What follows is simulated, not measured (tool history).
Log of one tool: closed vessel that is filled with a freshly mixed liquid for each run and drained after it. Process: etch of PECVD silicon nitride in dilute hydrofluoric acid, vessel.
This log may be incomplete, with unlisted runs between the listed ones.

run,day,temperature setpoint of the liquid (K),parts of water to one part of 49 % hydrofluoric acid (parts by volume),time in the liquid (s),thickness taken off the PECVD silicon nitride on a monitor wafer (Å)
1,0.000,294.15,70,315,98.036
2,0.071,297.65,70,315,124.300
3,0.321,297.65,70,340,135.130
4,0.362,295.65,70,340,117.050
5,0.412,295.65,70,315,109.000
6,0.575,293.65,70,315,93.179
7,0.862,292.65,70,315,88.173

Run 8 comes next. What will it give?
8,1.012,291.65,70,315,?

{"run 8": {"thickness taken off the PECVD silicon nitride on a monitor wafer (Å)": 82.462}}
